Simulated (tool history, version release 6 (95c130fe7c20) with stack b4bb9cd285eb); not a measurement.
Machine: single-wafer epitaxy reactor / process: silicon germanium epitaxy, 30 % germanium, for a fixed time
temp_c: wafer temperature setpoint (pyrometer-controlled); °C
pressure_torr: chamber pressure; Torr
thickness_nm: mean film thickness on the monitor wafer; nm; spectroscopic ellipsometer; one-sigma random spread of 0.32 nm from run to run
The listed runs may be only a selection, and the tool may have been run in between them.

| run | hour | temp_c | pressure_torr | thickness_nm |
|---|---|---|---|---|
| 1 | 0.0 | 605 | 25.5 | 75.790 |
| 2 | 7.2 | 611 | 25.5 | 83.948 |
| 3 | 9.3 | 606 | 25.4 | 77.705 |
| 4 | 12.8 | 606 | 27.9 | 79.239 |
| 5 | 16.7 | 614 | 27.9 | 90.538 |
| 6 | 22.5 | 614 | 32.2 | 94.539 |
| 7 | 23.2 | 607 | 32.0 | 84.081 |
| 8 | 28.4 | 595 | 31.6 | 68.483 |
| 9 | 33.1 | 594 | 31.6 | 67.388 |

Predict the results of run 10:
| 10 | 36.5 | 594 | 31.6 | ? |

thickness_nm: 68.070 nm
